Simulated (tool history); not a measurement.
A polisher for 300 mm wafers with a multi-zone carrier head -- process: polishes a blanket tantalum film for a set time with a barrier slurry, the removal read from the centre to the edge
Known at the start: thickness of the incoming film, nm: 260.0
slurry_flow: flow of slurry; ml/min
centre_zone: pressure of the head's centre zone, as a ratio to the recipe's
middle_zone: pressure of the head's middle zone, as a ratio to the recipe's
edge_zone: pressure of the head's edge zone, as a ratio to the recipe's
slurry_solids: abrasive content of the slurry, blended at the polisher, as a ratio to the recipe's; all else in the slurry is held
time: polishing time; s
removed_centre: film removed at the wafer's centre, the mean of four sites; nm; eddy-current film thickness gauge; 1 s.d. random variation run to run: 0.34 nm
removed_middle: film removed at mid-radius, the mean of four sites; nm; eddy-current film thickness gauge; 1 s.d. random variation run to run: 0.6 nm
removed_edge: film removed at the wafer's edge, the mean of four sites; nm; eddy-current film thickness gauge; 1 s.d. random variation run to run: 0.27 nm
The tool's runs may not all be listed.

{"run": 1, "hour": 0.0, "slurry_flow": 165, "centre_zone": 1, "middle_zone": 1, "edge_zone": 1, "slurry_solids": 1, "time": 62, "removed_centre": 75.214, "removed_middle": 75.725, "removed_edge": 77.227}
{"run": 2, "hour": 4.8, "slurry_flow": 160, "centre_zone": 0.97, "middle_zone": 1, "edge_zone": 0.98, "slurry_solids": 0.9, "time": 58, "removed_centre": 67.997, "removed_middle": 69.843, "removed_edge": 69.907}
{"run": 3, "hour": 9.5, "slurry_flow": 160, "centre_zone": 0.9, "middle_zone": 1, "edge_zone": 0.98, "slurry_solids": 0.9, "time": 58, "removed_centre": 61.799, "removed_middle": 69.666, "removed_edge": 69.778}
{"run": 4, "hour": 14.6, "slurry_flow": 120, "centre_zone": 0.9, "middle_zone": 1, "edge_zone": 0.98, "slurry_solids": 0.9, "time": 58, "removed_centre": 58.06, "removed_middle": 65.661, "removed_edge": 67.206}
{"run": 5, "hour": 20.0, "slurry_flow": 120, "centre_zone": 0.89, "middle_zone": 1, "edge_zone": 0.96, "slurry_solids": 0.85, "time": 55, "removed_centre": 53.87, "removed_middle": 62.153, "removed_edge": 62.989}
{"run": 6, "hour": 21.5, "slurry_flow": 120, "centre_zone": 0.89, "middle_zone": 1, "edge_zone": 0.94, "slurry_solids": 0.8, "time": 52, "removed_centre": 50.173, "removed_middle": 58.748, "removed_edge": 57.117}
{"run": 7, "hour": 27.9, "slurry_flow": 120, "centre_zone": 0.88, "middle_zone": 0.99, "edge_zone": 0.92, "slurry_solids": 0.75, "time": 50, "removed_centre": 47.673, "removed_middle": 53.808, "removed_edge": 53.532}
{"run": 8, "hour": 32.4, "slurry_flow": 115, "centre_zone": 0.87, "middle_zone": 0.99, "edge_zone": 0.91, "slurry_solids": 0.7, "time": 49, "removed_centre": 44.995, "removed_middle": 51.441, "removed_edge": 51.547}
{"run": 9, "hour": 35.7, "slurry_flow": 115, "centre_zone": 0.86, "middle_zone": 1, "edge_zone": 0.9, "slurry_solids": 0.65, "time": 48, "removed_centre": 42.086, "removed_middle": 49.428, "removed_edge": 49.148}

Estimate the outcome of run 10 from the log above:
{"run": 10, "hour": 43.5, "slurry_flow": 115, "centre_zone": 0.86, "middle_zone": 1.03, "edge_zone": 0.81, "slurry_solids": 0.5, "time": 43, "removed_centre": "?", "removed_middle": "?", "removed_edge": "?"}

Run 10 yielded removed_centre 36.152 nm, removed_middle 43.858 nm, removed_edge 39.738 nm.

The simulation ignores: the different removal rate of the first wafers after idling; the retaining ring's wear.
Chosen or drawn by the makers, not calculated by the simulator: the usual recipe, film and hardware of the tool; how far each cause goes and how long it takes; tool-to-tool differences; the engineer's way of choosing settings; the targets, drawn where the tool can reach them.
